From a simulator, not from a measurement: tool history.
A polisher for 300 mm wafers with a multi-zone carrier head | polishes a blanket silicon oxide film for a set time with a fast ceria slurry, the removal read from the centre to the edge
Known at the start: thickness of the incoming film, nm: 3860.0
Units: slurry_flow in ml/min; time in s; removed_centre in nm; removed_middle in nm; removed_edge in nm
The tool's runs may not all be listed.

run  hour  slurry_flow  centre_zone  middle_zone  edge_zone  time  removed_centre  removed_middle  removed_edge
  1     0          315            1            1          1    51          699.95          696.67        685.76
  2   8.2          315         0.96            1          1    51          662.95           699.7        685.85
  3  15.5          315         0.96            1       0.96    51           668.3           697.8         671.6
  4  16.8          315         0.96            1       0.96    57          763.53          774.28        756.08
  5  21.1          315         0.96            1       0.96    66          876.36          915.09        855.26
  6  26.2          310         0.98         0.94       0.92    59          790.33          756.71         754.6
  7  27.6          305            1          0.9       0.89    54          742.14          675.19        678.65

The next listed run, before its measurement:
     29.7  -- worn pad replaced by a new one
  8  29.7          295         1.02         0.87        0.9    50               ?               ?             ?

Run 8 gave removed_centre 769.23 nm, removed_middle 673.52 nm, removed_edge 705.75 nm.
